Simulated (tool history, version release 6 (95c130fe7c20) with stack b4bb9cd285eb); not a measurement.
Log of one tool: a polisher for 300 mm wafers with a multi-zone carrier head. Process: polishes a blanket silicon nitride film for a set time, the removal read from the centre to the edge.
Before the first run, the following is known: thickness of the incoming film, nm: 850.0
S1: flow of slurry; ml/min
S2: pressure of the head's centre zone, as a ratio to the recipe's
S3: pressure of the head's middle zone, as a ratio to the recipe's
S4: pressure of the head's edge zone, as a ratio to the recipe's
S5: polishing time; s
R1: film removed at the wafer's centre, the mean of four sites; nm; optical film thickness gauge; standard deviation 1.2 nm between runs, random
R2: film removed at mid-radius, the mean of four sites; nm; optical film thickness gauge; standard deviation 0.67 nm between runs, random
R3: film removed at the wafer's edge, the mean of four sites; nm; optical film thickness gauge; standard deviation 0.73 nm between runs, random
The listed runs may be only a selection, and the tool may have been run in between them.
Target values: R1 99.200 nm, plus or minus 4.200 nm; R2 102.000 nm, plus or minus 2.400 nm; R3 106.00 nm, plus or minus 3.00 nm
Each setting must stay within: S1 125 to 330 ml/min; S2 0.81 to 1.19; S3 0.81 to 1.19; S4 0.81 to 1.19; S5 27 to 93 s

run	hour	S1	S2	S3	S4	S5	R1	R2	R3
1	0.0	210	1.00	1.00	1.00	59	140.970	143.220	141.02
2	4.9	210	1.00	0.92	1.00	59	139.410	133.270	143.37
3	5.4	210	1.00	0.92	0.96	59	141.390	133.650	140.08
4	10.1	210	1.00	0.95	0.96	59	141.520	137.350	139.25
5	17.6	205	0.98	0.94	0.95	57	133.000	130.400	134.31
6	19.8	200	0.97	0.94	0.94	56	128.600	129.440	132.15
7	21.8	195	0.96	0.93	0.93	55	124.120	124.140	127.41
8	23.5	195	0.96	0.93	0.93	55	125.740	122.590	128.45
9	27.2	195	0.95	0.93	0.92	54	120.400	120.350	125.74
10	32.9	190	0.94	0.93	0.91	53	118.640	119.540	121.96
11	40.2	190	0.94	0.93	0.91	53	116.150	120.110	121.91
12	44.1	185	0.94	0.92	0.90	52	116.230	114.320	118.13
13	50.8	180	0.93	0.92	0.89	52	113.910	114.520	117.14
14	59.6	175	0.92	0.91	0.88	52	110.190	114.330	116.80
15	63.0	155	0.92	0.85	0.82	47	95.356	95.435	101.08

Which single option among these 4 for the next run brings every result within its allowed miss of target? Just one does.
A	66.4	150	0.90	0.87	0.82	54	?	?	?
B	66.4	170	0.81	0.92	0.91	47	?	?	?
C	66.4	170	0.84	0.95	0.89	47	?	?	?
D	66.4	235	0.91	0.92	0.94	45	?	?	?

move	R1	R2	R3
A	109.630	111.580	114.40
B	87.760	103.800	105.79
C	91.061	106.600	104.68
D	99.141	103.690	106.15
A: moves the result that the last run missed by most past its target, out the other side
B: brings the last run's worst result on target, with another outside its allowed miss
C: moves the result that the last run missed by most past its target, out the other side
D: all results land within tolerance of their targets
D is the move that brings every result within its allowed miss.
